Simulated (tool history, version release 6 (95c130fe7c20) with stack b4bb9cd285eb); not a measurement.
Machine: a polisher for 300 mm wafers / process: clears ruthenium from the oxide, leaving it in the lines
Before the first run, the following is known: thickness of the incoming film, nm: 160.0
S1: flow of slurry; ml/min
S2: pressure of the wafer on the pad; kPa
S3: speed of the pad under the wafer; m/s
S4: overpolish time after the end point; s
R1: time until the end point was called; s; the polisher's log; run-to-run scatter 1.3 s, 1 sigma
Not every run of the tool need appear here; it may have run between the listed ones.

{"run": 1, "day": 0.0, "S1": 295, "S2": 13.8, "S3": 1.06, "S4": 7, "R1": 161.89}
{"run": 2, "day": 0.275, "S1": 295, "S2": 13.8, "S3": 1.06, "S4": 7, "R1": 165.27}
{"run": 3, "day": 0.517, "S1": 295, "S2": 14.5, "S3": 1.06, "S4": 7, "R1": 158.01}
{"run": 4, "day": 0.717, "S1": 270, "S2": 14.5, "S3": 1.06, "S4": 7, "R1": 156.65}
{"run": 5, "day": 0.925, "S1": 270, "S2": 13.1, "S3": 1.06, "S4": 7, "R1": 169.65}
{"run": 6, "day": 1.271, "S1": 270, "S2": 13.8, "S3": 1.06, "S4": 7, "R1": 161.62}
{"run": 7, "day": 1.554, "S1": 270, "S2": 14.5, "S3": 1.06, "S4": 7, "R1": 159.63}
{"run": 8, "day": 1.612, "S1": 270, "S2": 15.2, "S3": 1.06, "S4": 7, "R1": 153.46}
{"run": 9, "day": 1.904, "S1": 270, "S2": 15.9, "S3": 1.06, "S4": 7, "R1": 145.36}
{"run": 10, "day": 2.004, "S1": 270, "S2": 16.5, "S3": 1.06, "S4": 7, "R1": 143.67}
{"run": 11, "day": 2.117, "S1": 270, "S2": 17.2, "S3": 1.06, "S4": 7, "R1": 137.98}

Estimate the outcome of run 12 from the log above:
{"run": 12, "day": 2.492, "S1": 270, "S2": 17.9, "S3": 1.06, "S4": 7, "R1": "?"}

R1: 136.07 s

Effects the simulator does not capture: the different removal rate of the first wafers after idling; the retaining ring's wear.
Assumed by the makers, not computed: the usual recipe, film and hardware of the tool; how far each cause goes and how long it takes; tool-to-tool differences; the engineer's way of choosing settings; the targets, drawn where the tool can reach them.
